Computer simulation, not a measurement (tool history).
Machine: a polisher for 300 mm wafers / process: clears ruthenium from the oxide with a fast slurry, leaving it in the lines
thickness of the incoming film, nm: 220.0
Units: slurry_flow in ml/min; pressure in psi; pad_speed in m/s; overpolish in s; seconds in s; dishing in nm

run	hour	slurry_flow	pressure	pad_speed	slurry_solids	overpolish	seconds	dishing
1	0.0	315	2.1	0.98	1.00	26	57.931	59.380
2	1.9	315	2.1	0.98	1.10	26	53.887	64.001
3	6.5	315	2.1	1.18	1.10	26	44.136	73.630
4	10.2	300	2.0	1.12	0.95	21	52.467	52.883
5	14.2	270	1.7	1.14	0.85	17	64.853	36.741
6	15.9	310	1.7	1.14	0.85	17	64.052	39.690
7	22.4	275	1.5	1.20	0.75	15	75.713	31.143
8	25.6	250	1.4	1.24	0.70	13	80.316	24.323

Forecast run 9:
9	29.7	235	1.3	1.32	0.65	12	?	?

seconds: 85.061 s
dishing: 21.346 nm
